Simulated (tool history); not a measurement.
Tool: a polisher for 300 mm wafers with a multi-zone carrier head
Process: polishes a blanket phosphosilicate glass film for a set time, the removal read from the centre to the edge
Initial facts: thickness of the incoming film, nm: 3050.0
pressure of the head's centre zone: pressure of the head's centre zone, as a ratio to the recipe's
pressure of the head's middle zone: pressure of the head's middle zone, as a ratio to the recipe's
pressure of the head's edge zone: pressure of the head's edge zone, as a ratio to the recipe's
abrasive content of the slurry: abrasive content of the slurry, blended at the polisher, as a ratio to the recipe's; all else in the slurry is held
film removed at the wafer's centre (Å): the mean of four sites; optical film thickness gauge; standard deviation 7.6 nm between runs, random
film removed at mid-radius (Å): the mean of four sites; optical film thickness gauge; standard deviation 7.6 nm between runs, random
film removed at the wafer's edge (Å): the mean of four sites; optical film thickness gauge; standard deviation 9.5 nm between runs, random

run	hour	flow of slurry (ml/min)	pressure of the head's centre zone	pressure of the head's middle zone	pressure of the head's edge zone	abrasive content of the slurry	polishing time (s)	film removed at the wafer's centre (Å)	film removed at mid-radius (Å)	film removed at the wafer's edge (Å)
1	0	230	1	1	1	1	65	7233.3	7454.8	7529.4
2	5.4	230	1	1	1	1	54	6188.8	6088.2	6228.4
3	12.9	230	1	1	0.94	1	54	5938.6	6037.5	6027.5
4	16.7	230	0.99	0.99	0.96	1	54	6071.7	6134.6	6038.4
5	17.5	230	0.99	0.99	0.99	1	54	6153.3	6048.8	6095.5
6	21	230	0.99	0.99	0.99	1	65	7347.8	7506.5	7386.9
7	26.2	220	1	1	1.01	0.95	64	6890.4	7036.5	7155.9
8	27.9	210	1	0.99	1.03	0.95	64	6897	6992.5	7076.3
9	35.7	215	0.98	0.97	1.05	0.95	64	6821.4	7048	7426.7
10	36.3	210	0.98	0.95	1.05	0.95	64	6848.1	6722.5	7377
11	42.2	205	0.97	0.94	1.05	0.95	64	6820.1	6728.3	7176.1
12	43.3	205	0.96	0.93	1.06	0.95	64	6713.5	6629.7	7380.3

Predict the results of run 13:
13	51.5	200	0.95	0.92	1.06	0.95	64	?	?	?

Logged for run 13: film removed at the wafer's centre (Å) 6647.7, film removed at mid-radius (Å) 6634.3, film removed at the wafer's edge (Å) 7217.1.
